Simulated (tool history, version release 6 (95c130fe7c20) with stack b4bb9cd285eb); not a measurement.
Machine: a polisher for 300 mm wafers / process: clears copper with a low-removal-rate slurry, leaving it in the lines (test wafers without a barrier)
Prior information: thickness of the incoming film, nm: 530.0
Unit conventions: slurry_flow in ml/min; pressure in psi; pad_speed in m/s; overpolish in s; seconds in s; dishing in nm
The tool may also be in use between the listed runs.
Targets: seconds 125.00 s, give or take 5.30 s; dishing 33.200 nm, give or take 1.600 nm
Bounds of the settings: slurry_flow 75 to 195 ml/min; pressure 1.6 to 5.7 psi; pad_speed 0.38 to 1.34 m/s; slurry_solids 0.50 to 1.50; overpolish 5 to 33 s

run,hour,slurry_flow,pressure,pad_speed,slurry_solids,overpolish,seconds,dishing
1,0.0,125,3.6,0.86,1.00,17,180.34,30.877
2,4.6,130,3.8,0.86,1.00,16,172.12,30.462
3,11.5,130,4.0,0.86,1.00,16,166.74,31.973
4,18.2,130,4.0,0.86,1.00,10,164.14,21.982
5,26.1,130,4.2,0.86,1.00,10,153.98,23.058
6,32.1,130,3.5,0.86,1.00,10,187.52,19.774
7,38.5,130,3.7,0.86,1.00,10,181.48,21.274
# hour 40.5: worn pad replaced by a new one
8,40.5,130,3.9,0.86,1.00,11,155.55,24.952
9,43.4,135,4.0,0.86,1.00,11,157.37,24.952
10,51.8,145,4.0,0.86,1.00,11,150.66,26.041
11,55.6,180,4.4,0.86,1.00,14,136.39,33.167
12,62.5,180,4.4,0.86,1.00,14,130.54,33.915
13,63.2,185,4.4,0.86,1.00,13,132.49,31.788
14,66.3,185,4.5,0.86,1.00,13,130.42,32.518

4 candidate next runs follow, results not yet known. Just one meets every target within its allowed miss. Identify it.
A,69.4,175,5.0,0.92,1.00,14,?,?
B,69.4,165,4.6,0.98,0.70,13,?,?
C,69.4,175,4.5,0.78,1.00,15,?,?
D,69.4,190,3.4,1.00,1.35,15,?,?

move,seconds,dishing
A,112.15,37.234
B,126.51,32.679
C,141.53,33.353
D,140.77,33.181
A: moves the result that the last run missed by most past its target, out the other side
B: every result within its allowed miss
C: moves away from the targets compared with the last run
D: moves away from the targets compared with the last run
Move B is the one to make.
